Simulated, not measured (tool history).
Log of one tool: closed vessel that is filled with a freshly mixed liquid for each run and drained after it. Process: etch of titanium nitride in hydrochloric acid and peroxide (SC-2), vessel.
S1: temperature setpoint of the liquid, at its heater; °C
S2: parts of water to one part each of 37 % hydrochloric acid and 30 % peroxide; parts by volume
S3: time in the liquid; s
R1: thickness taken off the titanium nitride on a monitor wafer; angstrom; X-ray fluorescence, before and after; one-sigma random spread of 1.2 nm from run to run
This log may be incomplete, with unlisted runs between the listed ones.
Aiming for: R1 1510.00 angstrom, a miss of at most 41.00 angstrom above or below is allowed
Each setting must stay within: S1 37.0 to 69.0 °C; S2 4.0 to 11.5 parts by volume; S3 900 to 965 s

| run | day | S1 | S2 | S3 | R1 |
|---|---|---|---|---|---|
| 1 | 0.000 | 53.0 | 6.5 | 900 | 604.94 |
| 2 | 0.204 | 57.5 | 6.5 | 900 | 796.31 |
| 3 | 0.429 | 61.0 | 6.5 | 900 | 1009.50 |
| 4 | 0.725 | 63.0 | 6.5 | 900 | 1146.40 |
| 5 | 0.804 | 63.0 | 6.5 | 900 | 1140.30 |
| 6 | 0.962 | 64.5 | 6.5 | 900 | 1227.00 |
| 7 | 1.317 | 65.5 | 6.5 | 900 | 1316.10 |
| 8 | 1.517 | 66.0 | 6.5 | 900 | 1382.90 |

Which single option among these 5 for the next run brings every result within its allowed miss of target? Just one does.
| A | 1.717 | 69.0 | 7.5 | 920 | ? |
| B | 1.717 | 66.0 | 6.5 | 905 | ? |
| C | 1.717 | 67.0 | 7.0 | 905 | ? |
| D | 1.717 | 66.5 | 7.0 | 900 | ? |
| E | 1.717 | 65.5 | 7.0 | 900 | ? |

| move | R1 |
|---|---|
| A | 1479.60 |
| B | 1358.70 |
| C | 1363.10 |
| D | 1315.30 |
| E | 1238.00 |
A: every result within its allowed miss
B: further off than the last run
C: further off than the last run
D: further off than the last run
E: further off than the last run
Answer: A
